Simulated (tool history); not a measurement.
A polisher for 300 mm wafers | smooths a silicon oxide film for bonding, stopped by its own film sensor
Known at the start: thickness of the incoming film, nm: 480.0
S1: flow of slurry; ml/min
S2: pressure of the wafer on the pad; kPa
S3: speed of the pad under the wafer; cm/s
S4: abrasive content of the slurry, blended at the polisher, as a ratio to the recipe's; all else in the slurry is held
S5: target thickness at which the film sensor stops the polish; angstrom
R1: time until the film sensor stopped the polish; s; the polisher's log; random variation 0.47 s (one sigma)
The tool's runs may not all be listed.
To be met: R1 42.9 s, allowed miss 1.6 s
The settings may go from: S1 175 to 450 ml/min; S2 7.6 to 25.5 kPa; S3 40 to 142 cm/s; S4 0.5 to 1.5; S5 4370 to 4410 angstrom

run  hour   S1    S2  S3  S4    S5      R1
  1     0  290  16.5  90   1  4370  53.864
  2   2.3  290  17.2  90   1  4370  50.767
  3  10.9  235  17.2  90   1  4370  52.688
  4  19.8  235  17.2  80   1  4370  57.463
  5  27.3  235  15.2  80   1  4370  66.152
  6  35.3  235  15.2  80   1  4410  58.318
  7    37  235  15.9  80   1  4410  57.448
  8  42.7  235  16.5  80   1  4410  54.001
  9  45.7  235  17.2  80   1  4410  51.956
 10  53.6  235  17.9  80   1  4410  50.364
 11  55.6  235  18.6  80   1  4410  49.116
 12  57.3  235  19.3  80   1  4410  47.434

4 next moves are on the table. One of them brings every result within its allowed miss. Which?
  A    59  215  19.3  78     1  4400   ?
  B    59  250    20  72     1  4410   ?
  C    59  275  19.3  86  1.05  4410   ?
  D    59  230  17.2  92  0.95  4390   ?

move      R1
   A  49.433
   B  48.974
   C  42.659
   D  50.447
A: further off than the last run
B: further off than the last run
C: meets every target
D: further off than the last run
Answer: C
